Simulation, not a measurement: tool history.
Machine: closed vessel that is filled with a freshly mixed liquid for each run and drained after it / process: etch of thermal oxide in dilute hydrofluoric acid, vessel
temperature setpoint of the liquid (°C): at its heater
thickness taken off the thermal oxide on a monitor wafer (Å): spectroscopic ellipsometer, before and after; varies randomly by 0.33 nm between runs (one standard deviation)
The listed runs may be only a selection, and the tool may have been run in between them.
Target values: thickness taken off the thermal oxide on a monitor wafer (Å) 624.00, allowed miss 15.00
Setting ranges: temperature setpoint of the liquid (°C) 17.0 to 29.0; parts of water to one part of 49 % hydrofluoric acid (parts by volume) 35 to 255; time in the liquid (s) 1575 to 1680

| run | hour | temperature setpoint of the liquid (°C) | parts of water to one part of 49 % hydrofluoric acid (parts by volume) | time in the liquid (s) | thickness taken off the thermal oxide on a monitor wafer (Å) |
|---|---|---|---|---|---|
| 1 | 0.0 | 21.0 | 145 | 1575 | 401.18 |
| 2 | 6.1 | 22.0 | 140 | 1575 | 429.64 |
| 3 | 11.2 | 23.0 | 135 | 1575 | 470.24 |
| 4 | 16.0 | 23.0 | 165 | 1575 | 374.21 |
| 5 | 22.9 | 24.0 | 160 | 1575 | 398.69 |
| 6 | 24.6 | 27.5 | 160 | 1575 | 457.67 |
| 7 | 30.9 | 27.5 | 155 | 1575 | 472.11 |
| 8 | 34.6 | 27.5 | 150 | 1575 | 493.97 |
| 9 | 36.9 | 27.5 | 145 | 1575 | 514.31 |
| 10 | 45.5 | 29.0 | 125 | 1575 | 649.75 |

5 next moves are on the table. One of them brings every result within its allowed miss. Which?
| A | 54.1 | 28.5 | 120 | 1680 | ? |
| B | 54.1 | 29.0 | 125 | 1610 | ? |
| C | 54.1 | 29.0 | 130 | 1580 | ? |
| D | 54.1 | 29.0 | 125 | 1680 | ? |
| E | 54.1 | 23.5 | 100 | 1575 | ? |

| move | thickness taken off the thermal oxide on a monitor wafer (Å) |
|---|---|
| A | 709.36 |
| B | 660.48 |
| C | 619.13 |
| D | 689.19 |
| E | 674.86 |
A: further off than the last run
B: further off than the last run
C: every result lands within tolerance
D: further off than the last run
E: further off than the last run
Correct choice: C, which meets every target
